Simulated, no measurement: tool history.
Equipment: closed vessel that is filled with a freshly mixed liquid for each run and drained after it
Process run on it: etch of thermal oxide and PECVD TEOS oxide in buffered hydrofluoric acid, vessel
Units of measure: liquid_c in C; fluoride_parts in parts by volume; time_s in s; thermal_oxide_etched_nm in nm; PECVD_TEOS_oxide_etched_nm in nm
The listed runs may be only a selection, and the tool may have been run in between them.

run  hour  liquid_c  fluoride_parts  time_s  thermal_oxide_etched_nm  PECVD_TEOS_oxide_etched_nm
  1   0.0      21.0            15.5      75                   51.064                      76.078
  2   3.9      20.0            15.5      75                   48.470                      70.323
  3   8.7      22.0            15.5      75                   53.780                      78.073
  4  12.9      21.5            15.5      75                   52.596                      76.415
  5  18.6      21.0            15.5      75                   51.050                      75.134
  6  19.1      22.5            15.5      75                   56.179                      80.940
  7  27.2      22.0            15.5      75                   54.347                      79.456
  8  28.1      21.5            15.5      75                   52.738                      76.683

Predict the results of run 9:
  9  37.0      21.0            15.5      75                        ?                           ?

{"run 9": {"thermal_oxide_etched_nm": 50.688, "PECVD_TEOS_oxide_etched_nm": 75.847}}
